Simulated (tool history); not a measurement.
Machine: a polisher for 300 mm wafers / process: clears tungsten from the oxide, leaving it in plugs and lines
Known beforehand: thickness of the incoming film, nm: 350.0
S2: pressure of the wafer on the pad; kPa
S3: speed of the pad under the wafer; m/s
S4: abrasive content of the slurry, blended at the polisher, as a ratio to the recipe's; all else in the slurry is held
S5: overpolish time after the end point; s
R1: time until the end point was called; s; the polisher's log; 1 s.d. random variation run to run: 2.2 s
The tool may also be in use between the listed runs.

run 1 hour=0.0 | flow_of_slurry_(ml/min)=230 S2=21.4 S3=1.08 S4=1.00 S5=9 | R1=86.867
run 2 hour=5.8 | flow_of_slurry_(ml/min)=230 S2=19.3 S3=1.06 S4=1.00 S5=9 | R1=96.352
run 3 hour=13.7 | flow_of_slurry_(ml/min)=230 S2=19.3 S3=1.06 S4=1.15 S5=9 | R1=94.240
run 4 hour=22.2 | flow_of_slurry_(ml/min)=230 S2=24.8 S3=1.06 S4=1.15 S5=9 | R1=74.095
run 5 hour=29.8 | flow_of_slurry_(ml/min)=230 S2=22.1 S3=1.06 S4=1.15 S5=9 | R1=81.906
run 6 hour=33.8 | flow_of_slurry_(ml/min)=230 S2=22.1 S3=1.20 S4=1.15 S5=9 | R1=72.876
run 7 hour=38.6 | flow_of_slurry_(ml/min)=230 S2=20.0 S3=1.16 S4=1.15 S5=9 | R1=82.577
run 8 hour=45.8 | flow_of_slurry_(ml/min)=230 S2=17.9 S3=1.12 S4=1.15 S5=9 | R1=93.943
run 9 hour=51.0 | flow_of_slurry_(ml/min)=230 S2=16.5 S3=1.08 S4=1.15 S5=9 | R1=107.520

For run 10, what comes out?
run 10 hour=53.4 | flow_of_slurry_(ml/min)=230 S2=15.2 S3=1.08 S4=1.15 S5=9 | R1=?

{"run 10": {"R1": 115.4}}

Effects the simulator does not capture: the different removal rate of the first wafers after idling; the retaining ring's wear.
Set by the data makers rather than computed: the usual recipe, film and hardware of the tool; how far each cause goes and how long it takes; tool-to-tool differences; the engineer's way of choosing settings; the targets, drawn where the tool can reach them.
